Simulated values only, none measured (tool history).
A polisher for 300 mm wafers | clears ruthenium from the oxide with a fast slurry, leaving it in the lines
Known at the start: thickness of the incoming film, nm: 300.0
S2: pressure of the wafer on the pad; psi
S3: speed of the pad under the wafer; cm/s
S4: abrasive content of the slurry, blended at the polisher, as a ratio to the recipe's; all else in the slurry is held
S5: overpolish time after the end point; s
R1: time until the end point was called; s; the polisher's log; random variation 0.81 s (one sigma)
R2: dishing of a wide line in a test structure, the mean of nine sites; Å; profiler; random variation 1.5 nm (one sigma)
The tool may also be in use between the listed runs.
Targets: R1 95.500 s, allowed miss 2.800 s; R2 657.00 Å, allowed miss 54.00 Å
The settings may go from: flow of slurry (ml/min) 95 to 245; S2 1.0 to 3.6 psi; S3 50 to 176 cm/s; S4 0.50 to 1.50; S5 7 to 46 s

Run 1, hour 0.0: flow of slurry (ml/min) 155, S2 2.3 psi, S3 112 cm/s, S4 1.00, S5 24 s. Result: R1 88.973 s, R2 693.95 Å.
Run 2, hour 7.0: flow of slurry (ml/min) 150, S2 2.3 psi, S3 112 cm/s, S4 1.00, S5 24 s. Result: R1 88.588 s, R2 708.65 Å.
Run 3, hour 10.0: flow of slurry (ml/min) 150, S2 2.6 psi, S3 112 cm/s, S4 1.00, S5 24 s. Result: R1 79.569 s, R2 783.87 Å.
Run 4, hour 15.0: flow of slurry (ml/min) 145, S2 2.5 psi, S3 112 cm/s, S4 1.00, S5 24 s. Result: R1 82.802 s, R2 757.78 Å.
Run 5, hour 19.0: flow of slurry (ml/min) 140, S2 2.4 psi, S3 112 cm/s, S4 1.00, S5 24 s. Result: R1 87.213 s, R2 729.15 Å.
Run 6, hour 24.3: flow of slurry (ml/min) 140, S2 2.4 psi, S3 112 cm/s, S4 1.00, S5 28 s. Result: R1 87.862 s, R2 830.55 Å.
Run 7, hour 25.0: flow of slurry (ml/min) 140, S2 2.4 psi, S3 112 cm/s, S4 1.00, S5 28 s. Result: R1 86.552 s, R2 811.95 Å.
Run 8, hour 33.4: flow of slurry (ml/min) 135, S2 2.3 psi, S3 112 cm/s, S4 1.00, S5 27 s. Result: R1 90.147 s, R2 720.53 Å.
Run 9, hour 42.1: flow of slurry (ml/min) 130, S2 2.3 psi, S3 112 cm/s, S4 1.00, S5 27 s. Result: R1 91.813 s, R2 721.76 Å.
Run 10, hour 51.1: flow of slurry (ml/min) 125, S2 2.3 psi, S3 112 cm/s, S4 1.00, S5 27 s. Result: R1 91.787 s, R2 751.13 Å.
At hour 55.0: worn pad replaced by a new one.
Run 11, hour 55.0: flow of slurry (ml/min) 125, S2 2.3 psi, S3 112 cm/s, S4 1.00, S5 26 s. Result: R1 82.061 s, R2 804.02 Å.
Run 12, hour 63.9: flow of slurry (ml/min) 135, S2 2.3 psi, S3 112 cm/s, S4 1.00, S5 26 s. Result: R1 82.423 s, R2 798.59 Å.
Run 13, hour 68.3: flow of slurry (ml/min) 150, S2 2.2 psi, S3 112 cm/s, S4 1.00, S5 26 s. Result: R1 82.231 s, R2 772.78 Å.

4 next moves are on the table. One of them brings every result within its allowed miss. Which?
Run A, hour 72.7: flow of slurry (ml/min) 155, S2 2.2 psi, S3 138 cm/s, S4 0.95, S5 17 s. Result: R1 ?, R2 ?.
Run B, hour 72.7: flow of slurry (ml/min) 95, S2 2.7 psi, S3 106 cm/s, S4 1.30, S5 18 s. Result: R1 ?, R2 ?.
Run C, hour 72.7: flow of slurry (ml/min) 145, S2 2.0 psi, S3 110 cm/s, S4 0.90, S5 24 s. Result: R1 ?, R2 ?.
Run D, hour 72.7: flow of slurry (ml/min) 145, S2 2.7 psi, S3 64 cm/s, S4 1.05, S5 46 s. Result: R1 ?, R2 ?.

move      R1       R2
   A  72.002   639.40
   B  70.544   684.01
   C  96.781   667.31
   D  96.801  1135.90
A: further off than the last run
B: further off than the last run
C: meets every target
D: brings the result that was furthest off to its target, and leaves another outside
Answer: C

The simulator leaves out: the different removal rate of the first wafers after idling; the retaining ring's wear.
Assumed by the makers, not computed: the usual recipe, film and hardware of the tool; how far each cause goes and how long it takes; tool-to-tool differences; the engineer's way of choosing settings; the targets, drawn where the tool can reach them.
